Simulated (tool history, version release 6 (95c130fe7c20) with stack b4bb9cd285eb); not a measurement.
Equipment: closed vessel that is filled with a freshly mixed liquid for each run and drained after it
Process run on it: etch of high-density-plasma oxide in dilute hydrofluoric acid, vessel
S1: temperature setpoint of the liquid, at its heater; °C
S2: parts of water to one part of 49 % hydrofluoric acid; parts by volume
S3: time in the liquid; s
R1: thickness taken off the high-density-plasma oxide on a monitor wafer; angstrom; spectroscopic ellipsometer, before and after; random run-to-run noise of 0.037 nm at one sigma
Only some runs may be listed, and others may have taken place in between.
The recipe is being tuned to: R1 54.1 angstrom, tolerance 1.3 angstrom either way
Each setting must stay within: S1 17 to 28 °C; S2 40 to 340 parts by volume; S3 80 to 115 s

run  hour    S1   S2   S3      R1
  1     0    20  190  115  41.498
  2   1.4  21.5  190  115  43.607
  3   2.3  21.5  190  115  43.533
  4  11.4  22.5  190  115  45.408
  5  19.5  22.5  190   80  31.379
  6  27.9    22  180   80  32.988
  7  29.6    22  160   80  38.423
  8  31.4    22  150   80  41.208
  9  40.3    22  140   80  44.498
 10  47.4    22  135   80  46.469
 11  56.1    22  130   80  48.815

Next run, 4 choices. One meets every target within its allowed miss, the rest don't. Which?
  A  64.8  18.5  145  115   ?
  B  64.8  21.5  140   95   ?
  C  64.8  22.5  155  115   ?
  D  64.8  22.5  155   95   ?

move      R1
   A  53.974
   B  52.208
   C  58.282
   D  48.146
A: hits every target within its allowed miss
B: better than the last run, though not everything is in spec
C: pushes the last run's worst result past its target
D: the biggest miss grows against the last run
The right move is A.
